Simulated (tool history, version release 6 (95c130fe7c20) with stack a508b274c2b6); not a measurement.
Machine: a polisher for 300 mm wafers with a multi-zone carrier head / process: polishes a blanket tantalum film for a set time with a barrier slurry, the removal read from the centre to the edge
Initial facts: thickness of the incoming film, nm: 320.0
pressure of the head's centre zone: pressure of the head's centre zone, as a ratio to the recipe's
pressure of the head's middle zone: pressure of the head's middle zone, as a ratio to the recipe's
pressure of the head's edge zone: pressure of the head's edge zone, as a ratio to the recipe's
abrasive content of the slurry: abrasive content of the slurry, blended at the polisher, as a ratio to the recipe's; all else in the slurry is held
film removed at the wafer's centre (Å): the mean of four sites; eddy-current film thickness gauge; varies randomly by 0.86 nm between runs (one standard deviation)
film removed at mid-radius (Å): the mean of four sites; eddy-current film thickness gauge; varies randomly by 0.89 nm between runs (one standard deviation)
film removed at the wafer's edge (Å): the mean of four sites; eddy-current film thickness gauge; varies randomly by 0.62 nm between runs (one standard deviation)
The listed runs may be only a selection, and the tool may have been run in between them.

| run | day | flow of slurry (ml/min) | pressure of the head's centre zone | pressure of the head's middle zone | pressure of the head's edge zone | abrasive content of the slurry | polishing time (s) | film removed at the wafer's centre (Å) | film removed at mid-radius (Å) | film removed at the wafer's edge (Å) |
|---|---|---|---|---|---|---|---|---|---|---|
| 1 | 0 | 270 | 1 | 1 | 1 | 1 | 36 | 480.21 | 477.87 | 465.99 |
| 2 | 0.079 | 270 | 1 | 1 | 1 | 1 | 32 | 429.11 | 425.64 | 419.89 |
| 3 | 0.392 | 270 | 1 | 1 | 1 | 0.9 | 32 | 424.02 | 402.1 | 406.38 |
| 4 | 0.438 | 275 | 1.04 | 1.03 | 1.02 | 1.1 | 34 | 496.18 | 466.24 | 461.99 |
| 5 | 0.75 | 280 | 1.03 | 1.07 | 1 | 1.2 | 36 | 515.49 | 523.48 | 496.79 |
| 6 | 0.846 | 280 | 1.08 | 1.07 | 1 | 1.2 | 36 | 546.61 | 534.27 | 492.06 |
| 7 | 1.008 | 285 | 1.08 | 1.1 | 0.99 | 1.3 | 37 | 573.71 | 560.41 | 531.14 |
| 8 | 1.062 | 285 | 1.08 | 1.1 | 0.99 | 1.3 | 37 | 577.95 | 574.31 | 510.27 |
| 9 | 1.204 | 290 | 1.07 | 1.13 | 0.99 | 1.35 | 38 | 596.19 | 629.99 | 533.58 |

Forecast run 10:
| 10 | 1.488 | 295 | 1.07 | 1.14 | 1.01 | 1.4 | 38 | ? | ? | ? |

Run 10 produced film removed at the wafer's centre (Å) 596.05, film removed at mid-radius (Å) 627.62, film removed at the wafer's edge (Å) 547.32.

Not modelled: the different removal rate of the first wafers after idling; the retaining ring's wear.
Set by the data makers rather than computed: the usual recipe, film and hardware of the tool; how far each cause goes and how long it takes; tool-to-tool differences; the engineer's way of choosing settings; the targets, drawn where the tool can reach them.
